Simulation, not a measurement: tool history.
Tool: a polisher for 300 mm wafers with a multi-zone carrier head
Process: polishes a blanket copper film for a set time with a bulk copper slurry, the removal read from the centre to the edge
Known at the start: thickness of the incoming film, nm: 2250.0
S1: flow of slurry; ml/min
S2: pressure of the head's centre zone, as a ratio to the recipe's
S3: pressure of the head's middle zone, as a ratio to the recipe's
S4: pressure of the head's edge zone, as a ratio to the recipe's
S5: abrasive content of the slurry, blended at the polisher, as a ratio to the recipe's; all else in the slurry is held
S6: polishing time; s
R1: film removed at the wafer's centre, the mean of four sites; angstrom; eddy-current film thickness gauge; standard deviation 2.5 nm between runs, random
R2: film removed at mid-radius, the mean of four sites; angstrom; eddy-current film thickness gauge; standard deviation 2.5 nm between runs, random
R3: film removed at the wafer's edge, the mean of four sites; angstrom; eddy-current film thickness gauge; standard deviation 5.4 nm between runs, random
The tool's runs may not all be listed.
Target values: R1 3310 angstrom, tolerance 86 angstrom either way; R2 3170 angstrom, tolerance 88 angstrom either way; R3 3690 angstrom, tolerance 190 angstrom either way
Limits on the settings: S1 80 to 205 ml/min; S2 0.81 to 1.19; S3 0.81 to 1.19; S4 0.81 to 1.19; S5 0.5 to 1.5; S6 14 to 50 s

run	hour	S1	S2	S3	S4	S5	S6	R1	R2	R3
1	0	135	1	1	1	1	32	4036.4	4065.1	3995.9
2	7.9	125	0.98	0.97	1	0.95	32	3899.4	3847.5	4034.7
3	16.9	120	0.96	0.95	0.98	0.9	32	3730.2	3744.7	4003.3
4	21	120	0.96	0.95	1.03	0.9	32	3791	3780.8	4051.4
5	22.6	115	0.96	0.94	1.01	0.85	32	3667	3688	3962
6	31.4	115	1.01	0.94	1.01	0.85	32	3871.6	3726.3	3926.9
7	38.6	110	1	0.92	1	0.8	32	3754.3	3547.9	3917.4
8	39.9	105	0.99	0.91	0.98	0.75	32	3620.8	3458.5	3734.4
9	44.9	100	0.98	0.9	0.98	0.75	32	3584.6	3444.6	3726.6
10	51	95	0.97	0.88	0.98	0.75	32	3461.8	3338.7	3722.6
11	57.9	95	0.97	0.88	0.98	0.75	32	3472.8	3295.2	3725.1
12	65.6	90	0.97	0.88	0.98	0.75	32	3464.6	3272.3	3667.5

Exactly one of the 4 candidate moves below puts every result within its allowed miss. Which one?
A	73.3	115	0.97	0.84	1	0.9	30	?	?	?
B	73.3	80	1.03	0.95	0.98	1.15	26	?	?	?
C	73.3	100	0.91	0.83	0.95	0.65	33	?	?	?
D	73.3	95	1	0.84	0.98	0.6	33	?	?	?

move	R1	R2	R3
A	3524.4	3183.8	3675.4
B	3169.8	3009.7	3164
C	3345.3	3203.7	3669.4
D	3595.1	3163.9	3653
A: its largest miss is bigger than the last run's
B: the result that was furthest off in the last run now lies on the other side of its target
C: every result lands within tolerance
D: its largest miss is bigger than the last run's
C is the move that brings every result within its allowed miss.

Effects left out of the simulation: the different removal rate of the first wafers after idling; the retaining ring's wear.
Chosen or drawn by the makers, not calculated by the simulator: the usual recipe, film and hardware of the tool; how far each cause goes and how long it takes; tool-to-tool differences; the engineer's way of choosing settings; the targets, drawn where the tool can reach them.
